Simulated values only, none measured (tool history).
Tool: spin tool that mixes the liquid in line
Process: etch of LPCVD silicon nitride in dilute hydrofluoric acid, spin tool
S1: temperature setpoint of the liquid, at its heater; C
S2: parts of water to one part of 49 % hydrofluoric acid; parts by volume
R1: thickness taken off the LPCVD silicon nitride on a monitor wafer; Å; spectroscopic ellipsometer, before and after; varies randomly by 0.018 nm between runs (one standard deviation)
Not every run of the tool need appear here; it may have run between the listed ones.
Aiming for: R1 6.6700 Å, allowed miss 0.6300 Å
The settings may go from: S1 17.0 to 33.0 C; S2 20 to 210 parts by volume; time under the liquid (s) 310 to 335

run 1 hour=0.0 | S1=25.0 S2=115 time_under_the_liquid_(s)=310 | R1=13.1370
run 2 hour=2.5 | S1=28.5 S2=115 time_under_the_liquid_(s)=310 | R1=16.8300
run 3 hour=6.3 | S1=26.0 S2=115 time_under_the_liquid_(s)=310 | R1=14.3960
run 4 hour=11.4 | S1=26.0 S2=130 time_under_the_liquid_(s)=310 | R1=12.6080
run 5 hour=15.9 | S1=26.0 S2=130 time_under_the_liquid_(s)=335 | R1=14.0740
run 6 hour=24.4 | S1=25.0 S2=135 time_under_the_liquid_(s)=335 | R1=11.9010
run 7 hour=30.7 | S1=24.0 S2=135 time_under_the_liquid_(s)=335 | R1=11.1340
run 8 hour=32.9 | S1=23.5 S2=135 time_under_the_liquid_(s)=335 | R1=11.4080
run 9 hour=36.9 | S1=23.0 S2=140 time_under_the_liquid_(s)=335 | R1=10.2660
run 10 hour=45.3 | S1=22.5 S2=140 time_under_the_liquid_(s)=335 | R1=10.6020

4 candidate next runs follow, results not yet known. Just one meets every target within its allowed miss. Identify it.
run A hour=53.7 | S1=21.5 S2=180 time_under_the_liquid_(s)=310 | R1=?
run B hour=53.7 | S1=19.5 S2=200 time_under_the_liquid_(s)=310 | R1=?
run C hour=53.7 | S1=24.0 S2=125 time_under_the_liquid_(s)=330 | R1=?
run D hour=53.7 | S1=24.5 S2=100 time_under_the_liquid_(s)=335 | R1=?

move=A R1=6.6653
move=B R1=5.2760
move=C R1=11.9570
move=D R1=15.6380
A: in spec on every target
B: the result that was furthest off in the last run now lies on the other side of its target
C: further off than the last run
D: further off than the last run
Answer: A
